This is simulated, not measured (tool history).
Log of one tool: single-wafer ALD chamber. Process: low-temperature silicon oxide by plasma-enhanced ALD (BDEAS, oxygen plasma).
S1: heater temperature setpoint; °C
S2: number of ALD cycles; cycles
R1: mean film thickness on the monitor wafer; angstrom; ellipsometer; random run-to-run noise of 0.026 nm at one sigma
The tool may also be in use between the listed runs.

| run | day | S1 | S2 | R1 |
|---|---|---|---|---|
| 1 | 0.000 | 110 | 62 | 85.618 |
| 2 | 0.233 | 110 | 60 | 83.368 |
| 3 | 0.442 | 100 | 60 | 84.840 |
| 4 | 0.804 | 100 | 67 | 94.997 |
| 5 | 1.025 | 101 | 65 | 91.490 |
| 6 | 1.346 | 101 | 57 | 80.079 |
| 7 | 1.525 | 101 | 56 | 79.459 |
| 8 | 1.767 | 101 | 55 | 77.274 |

Forecast run 9:
| 9 | 2.050 | 103 | 46 | ? |

{"run 9": {"R1": 64.505}}
